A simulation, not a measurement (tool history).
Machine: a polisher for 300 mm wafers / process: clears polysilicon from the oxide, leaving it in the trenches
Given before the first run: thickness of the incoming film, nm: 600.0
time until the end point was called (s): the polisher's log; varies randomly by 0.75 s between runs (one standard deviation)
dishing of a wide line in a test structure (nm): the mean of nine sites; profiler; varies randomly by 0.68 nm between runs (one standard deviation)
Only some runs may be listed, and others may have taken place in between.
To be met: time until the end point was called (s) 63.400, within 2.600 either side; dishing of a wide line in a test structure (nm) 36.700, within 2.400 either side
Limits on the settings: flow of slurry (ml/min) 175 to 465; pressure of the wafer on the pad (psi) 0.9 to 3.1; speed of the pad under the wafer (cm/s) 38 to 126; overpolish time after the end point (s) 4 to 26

run,hour,flow of slurry (ml/min),pressure of the wafer on the pad (psi),speed of the pad under the wafer (cm/s),overpolish time after the end point (s),time until the end point was called (s),dishing of a wide line in a test structure (nm)
1,0.0,295,2.0,82,13,86.547,46.843
2,4.7,295,2.0,96,13,77.651,46.365
3,9.6,295,2.1,98,11,72.380,44.999
4,12.8,295,1.9,98,11,81.057,44.353
5,18.6,275,2.0,100,9,74.965,41.489
6,20.4,275,2.0,110,9,68.342,43.733
7,22.0,270,2.1,108,8,66.802,42.674
8,29.3,265,2.1,108,7,66.801,38.930

Exercise: of the 5 proposed moves below, exactly one satisfies all targets within the stated allowed misses. Which move is it?
A,36.6,295,2.2,118,8,?,?
B,36.6,245,2.0,122,8,?,?
C,36.6,265,2.1,116,6,?,?
D,36.6,285,2.1,126,9,?,?
E,36.6,295,2.3,102,8,?,?

move,time until the end point was called (s),dishing of a wide line in a test structure (nm)
A,58.256,42.976
B,63.454,41.395
C,62.545,36.034
D,57.877,45.145
E,62.945,41.547
A: takes the biggest miss from the last run beyond its target
B: brings the result that was furthest off to its target, and leaves another outside
C: every result lands within tolerance
D: takes the biggest miss from the last run beyond its target
E: brings the result that was furthest off to its target, and leaves another outside
C is the move that brings every result within its allowed miss.
